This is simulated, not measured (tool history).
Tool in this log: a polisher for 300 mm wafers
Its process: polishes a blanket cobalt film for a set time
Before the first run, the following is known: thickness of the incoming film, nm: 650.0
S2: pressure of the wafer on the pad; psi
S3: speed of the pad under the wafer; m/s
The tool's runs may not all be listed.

{"run": 1, "hour": 0.0, "flow of slurry (ml/min)": 125, "S2": 1.6, "S3": 0.86, "polishing time (s)": 85, "film removed (Å)": 2273}
{"run": 2, "hour": 6.4, "flow of slurry (ml/min)": 120, "S2": 1.6, "S3": 0.86, "polishing time (s)": 85, "film removed (Å)": 2259.2}
{"run": 3, "hour": 8.2, "flow of slurry (ml/min)": 150, "S2": 1.6, "S3": 0.86, "polishing time (s)": 85, "film removed (Å)": 2348.8}
{"run": 4, "hour": 15.2, "flow of slurry (ml/min)": 150, "S2": 1.5, "S3": 0.86, "polishing time (s)": 85, "film removed (Å)": 2224.1}
{"run": 5, "hour": 19.7, "flow of slurry (ml/min)": 145, "S2": 1.5, "S3": 0.86, "polishing time (s)": 85, "film removed (Å)": 2198.6}
{"hour": 25.6, "done": "head pressure recalibrated"}
{"run": 6, "hour": 25.6, "flow of slurry (ml/min)": 145, "S2": 1.5, "S3": 0.86, "polishing time (s)": 89, "film removed (Å)": 2568.1}
{"run": 7, "hour": 26.2, "flow of slurry (ml/min)": 140, "S2": 1.4, "S3": 0.86, "polishing time (s)": 89, "film removed (Å)": 2344.9}

What will run 8 give?
{"run": 8, "hour": 34.2, "flow of slurry (ml/min)": 135, "S2": 1.4, "S3": 0.86, "polishing time (s)": 89, "film removed (Å)": "?"}

Logged for run 8: film removed (Å) 2331.9.

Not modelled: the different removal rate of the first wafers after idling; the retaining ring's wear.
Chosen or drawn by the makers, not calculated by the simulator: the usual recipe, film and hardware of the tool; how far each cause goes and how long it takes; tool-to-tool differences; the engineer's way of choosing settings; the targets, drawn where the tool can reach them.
